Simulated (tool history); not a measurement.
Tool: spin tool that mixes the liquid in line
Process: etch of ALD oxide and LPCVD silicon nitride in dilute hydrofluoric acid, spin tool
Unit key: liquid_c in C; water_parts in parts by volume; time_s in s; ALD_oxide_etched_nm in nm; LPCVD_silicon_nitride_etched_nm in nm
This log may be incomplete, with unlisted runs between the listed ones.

run	day	liquid_c	water_parts	time_s	ALD_oxide_etched_nm	LPCVD_silicon_nitride_etched_nm
1	0.000	22.0	185	180	15.9140	0.52451
2	0.021	21.0	195	180	14.3260	0.40415
3	0.333	18.5	195	180	12.9870	0.37409
4	0.617	18.5	200	180	12.6060	0.32315
5	0.871	18.5	200	135	9.5276	0.25902
6	1.121	20.0	200	135	10.1100	0.27248
7	1.467	21.5	200	135	10.6200	0.31796

For run 8, what comes out?
8	1.804	22.5	200	135	?	?

ALD_oxide_etched_nm: 10.9200 nm
LPCVD_silicon_nitride_etched_nm: 0.32312 nm

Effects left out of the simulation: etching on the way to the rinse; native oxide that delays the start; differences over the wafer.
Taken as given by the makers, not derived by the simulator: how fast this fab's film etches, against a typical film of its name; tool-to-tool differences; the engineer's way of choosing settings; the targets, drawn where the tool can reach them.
